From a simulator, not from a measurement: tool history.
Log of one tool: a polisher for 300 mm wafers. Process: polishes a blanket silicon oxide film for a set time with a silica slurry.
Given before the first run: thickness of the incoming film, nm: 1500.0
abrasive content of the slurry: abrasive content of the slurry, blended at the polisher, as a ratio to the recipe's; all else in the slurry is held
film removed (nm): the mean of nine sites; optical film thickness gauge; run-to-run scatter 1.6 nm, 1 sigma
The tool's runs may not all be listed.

run,hour,flow of slurry (ml/min),pressure of the wafer on the pad (kPa),speed of the pad under the wafer (cm/s),abrasive content of the slurry,polishing time (s),film removed (nm)
1,0.0,300,37.9,152,1.0,42,195.62
2,0.8,300,33.1,150,1.0,42,176.41
3,9.0,300,29.0,148,1.0,42,152.47
4,17.9,300,27.6,148,1.0,42,142.69
5,18.5,300,32.4,148,1.0,42,163.68
6,24.6,300,29.6,148,1.0,42,154.46
7,31.6,300,27.6,148,1.0,42,142.09

For run 8, what comes out?
8,39.0,300,26.9,148,1.0,42,?

film removed (nm): 138.53

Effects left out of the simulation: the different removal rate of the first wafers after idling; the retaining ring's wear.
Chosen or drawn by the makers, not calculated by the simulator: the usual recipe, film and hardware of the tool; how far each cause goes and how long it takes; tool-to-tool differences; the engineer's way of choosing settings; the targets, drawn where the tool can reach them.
